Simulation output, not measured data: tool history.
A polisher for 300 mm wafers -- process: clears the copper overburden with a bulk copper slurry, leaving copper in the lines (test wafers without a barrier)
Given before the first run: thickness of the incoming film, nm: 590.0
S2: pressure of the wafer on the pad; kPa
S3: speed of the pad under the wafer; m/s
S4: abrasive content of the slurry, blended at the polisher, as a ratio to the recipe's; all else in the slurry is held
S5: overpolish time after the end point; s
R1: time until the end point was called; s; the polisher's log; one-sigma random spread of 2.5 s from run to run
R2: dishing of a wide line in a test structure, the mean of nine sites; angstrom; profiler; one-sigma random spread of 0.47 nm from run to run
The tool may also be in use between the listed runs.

run 1 day=0 | flow_of_slurry_(ml/min)=175 S2=15.9 S3=0.9 S4=1 S5=27 | R1=94.064 R2=860.25
run 2 day=0.054 | flow_of_slurry_(ml/min)=175 S2=14.5 S3=0.86 S4=1 S5=26 | R1=105.26 R2=793.06
run 3 day=0.321 | flow_of_slurry_(ml/min)=175 S2=18.6 S3=0.86 S4=1 S5=26 | R1=86.355 R2=913.97
run 4 day=0.425 | flow_of_slurry_(ml/min)=175 S2=18.6 S3=1.02 S4=1 S5=26 | R1=76.932 R2=989.53
run 5 day=0.775 | flow_of_slurry_(ml/min)=175 S2=17.2 S3=0.94 S4=1 S5=25 | R1=84.041 R2=894.89
run 6 day=0.992 | flow_of_slurry_(ml/min)=175 S2=15.9 S3=0.88 S4=1 S5=24 | R1=96.924 R2=814.57
run 7 day=1.296 | flow_of_slurry_(ml/min)=175 S2=14.5 S3=0.82 S4=1 S5=23 | R1=106.12 R2=715.73
run 8 day=1.404 | flow_of_slurry_(ml/min)=175 S2=13.8 S3=0.76 S4=1 S5=23 | R1=118.56 R2=660.44
run 9 day=1.442 | flow_of_slurry_(ml/min)=175 S2=13.1 S3=0.72 S4=1 S5=23 | R1=127.76 R2=623.56
run 10 day=1.679 | flow_of_slurry_(ml/min)=175 S2=12.4 S3=0.7 S4=1 S5=23 | R1=132.9 R2=606.31
run 11 day=1.904 | flow_of_slurry_(ml/min)=175 S2=11.7 S3=0.68 S4=1 S5=23 | R1=145.44 R2=570.07

What will run 12 give?
run 12 day=2 | flow_of_slurry_(ml/min)=175 S2=11 S3=0.66 S4=1 S5=23 | R1=? R2=?

R1: 151.7 s
R2: 543.58 angstrom
